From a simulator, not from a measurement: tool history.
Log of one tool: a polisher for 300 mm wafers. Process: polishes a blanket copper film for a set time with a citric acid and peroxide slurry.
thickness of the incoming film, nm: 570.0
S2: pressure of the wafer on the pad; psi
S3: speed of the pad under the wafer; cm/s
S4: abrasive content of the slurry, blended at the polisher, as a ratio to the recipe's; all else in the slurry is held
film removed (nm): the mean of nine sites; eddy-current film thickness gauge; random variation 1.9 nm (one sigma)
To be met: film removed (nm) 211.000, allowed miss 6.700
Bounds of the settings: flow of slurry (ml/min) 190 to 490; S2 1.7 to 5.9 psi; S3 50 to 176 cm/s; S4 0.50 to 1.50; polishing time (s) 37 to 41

Run 1, hour 0.0: flow of slurry (ml/min) 315, S2 3.8 psi, S3 112 cm/s, S4 1.00, polishing time (s) 41. Result: film removed (nm) 112.820.
Run 2, hour 3.1: flow of slurry (ml/min) 315, S2 3.2 psi, S3 112 cm/s, S4 1.00, polishing time (s) 41. Result: film removed (nm) 96.167.
Run 3, hour 9.4: flow of slurry (ml/min) 315, S2 4.1 psi, S3 114 cm/s, S4 1.00, polishing time (s) 41. Result: film removed (nm) 123.890.
Run 4, hour 14.6: flow of slurry (ml/min) 315, S2 4.1 psi, S3 114 cm/s, S4 1.10, polishing time (s) 41. Result: film removed (nm) 126.410.
Run 5, hour 18.3: flow of slurry (ml/min) 315, S2 4.7 psi, S3 116 cm/s, S4 1.10, polishing time (s) 41. Result: film removed (nm) 143.630.
Run 6, hour 25.3: flow of slurry (ml/min) 315, S2 5.1 psi, S3 120 cm/s, S4 1.10, polishing time (s) 41. Result: film removed (nm) 161.550.
Run 7, hour 30.8: flow of slurry (ml/min) 315, S2 5.4 psi, S3 124 cm/s, S4 1.10, polishing time (s) 41. Result: film removed (nm) 177.980.
Run 8, hour 38.5: flow of slurry (ml/min) 315, S2 5.4 psi, S3 124 cm/s, S4 1.10, polishing time (s) 41. Result: film removed (nm) 174.390.
Run 9, hour 43.3: flow of slurry (ml/min) 315, S2 5.6 psi, S3 128 cm/s, S4 1.10, polishing time (s) 41. Result: film removed (nm) 189.430.
Run 10, hour 51.6: flow of slurry (ml/min) 315, S2 5.7 psi, S3 130 cm/s, S4 1.10, polishing time (s) 41. Result: film removed (nm) 197.380.
Run 11, hour 56.6: flow of slurry (ml/min) 315, S2 5.8 psi, S3 130 cm/s, S4 1.10, polishing time (s) 41. Result: film removed (nm) 195.570.
Run 12, hour 63.1: flow of slurry (ml/min) 315, S2 5.8 psi, S3 132 cm/s, S4 1.10, polishing time (s) 41. Result: film removed (nm) 200.220.
Run 13, hour 65.4: flow of slurry (ml/min) 315, S2 5.8 psi, S3 134 cm/s, S4 1.10, polishing time (s) 41. Result: film removed (nm) 201.140.

4 next moves are on the table. One of them brings every result within its allowed miss. Which?
Run A, hour 67.7: flow of slurry (ml/min) 355, S2 5.9 psi, S3 152 cm/s, S4 0.80, polishing time (s) 41. Result: film removed (nm) ?.
Run B, hour 67.7: flow of slurry (ml/min) 310, S2 5.7 psi, S3 138 cm/s, S4 1.10, polishing time (s) 39. Result: film removed (nm) ?.
Run C, hour 67.7: flow of slurry (ml/min) 375, S2 5.6 psi, S3 152 cm/s, S4 1.50, polishing time (s) 40. Result: film removed (nm) ?.
Run D, hour 67.7: flow of slurry (ml/min) 320, S2 5.5 psi, S3 166 cm/s, S4 1.15, polishing time (s) 37. Result: film removed (nm) ?.

move  film removed (nm)
   A            224.370
   B            196.820
   C            232.510
   D            215.260
A: takes the result that was furthest off past its target
B: further off than the last run
C: takes the result that was furthest off past its target
D: meets every target
Move D is the one to make.
